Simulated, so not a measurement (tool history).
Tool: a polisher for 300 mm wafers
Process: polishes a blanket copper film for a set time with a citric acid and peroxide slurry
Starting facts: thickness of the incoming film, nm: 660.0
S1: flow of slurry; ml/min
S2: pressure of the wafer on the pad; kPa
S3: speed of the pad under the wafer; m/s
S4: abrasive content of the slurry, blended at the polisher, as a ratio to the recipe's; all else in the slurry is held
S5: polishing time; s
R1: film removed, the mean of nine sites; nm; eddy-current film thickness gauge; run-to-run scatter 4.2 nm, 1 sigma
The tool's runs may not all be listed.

| run | hour | S1 | S2 | S3 | S4 | S5 | R1 |
|---|---|---|---|---|---|---|---|
| 1 | 0.0 | 215 | 20.7 | 0.78 | 1.00 | 129 | 222.00 |
| 2 | 2.8 | 215 | 20.7 | 0.78 | 0.90 | 129 | 216.32 |
| 3 | 9.3 | 215 | 20.7 | 0.78 | 0.85 | 129 | 210.14 |
| 4 | 12.3 | 215 | 21.4 | 0.78 | 0.85 | 129 | 218.40 |
| 5 | 21.0 | 215 | 21.4 | 0.78 | 0.85 | 129 | 216.28 |
| 6 | 29.5 | 215 | 22.1 | 0.78 | 0.85 | 129 | 226.71 |
| 7 | 32.4 | 215 | 22.8 | 0.78 | 0.85 | 129 | 237.04 |

The next listed run, before its measurement:
| 8 | 36.3 | 215 | 23.4 | 0.78 | 0.85 | 129 | ? |

R1: 234.63 nm

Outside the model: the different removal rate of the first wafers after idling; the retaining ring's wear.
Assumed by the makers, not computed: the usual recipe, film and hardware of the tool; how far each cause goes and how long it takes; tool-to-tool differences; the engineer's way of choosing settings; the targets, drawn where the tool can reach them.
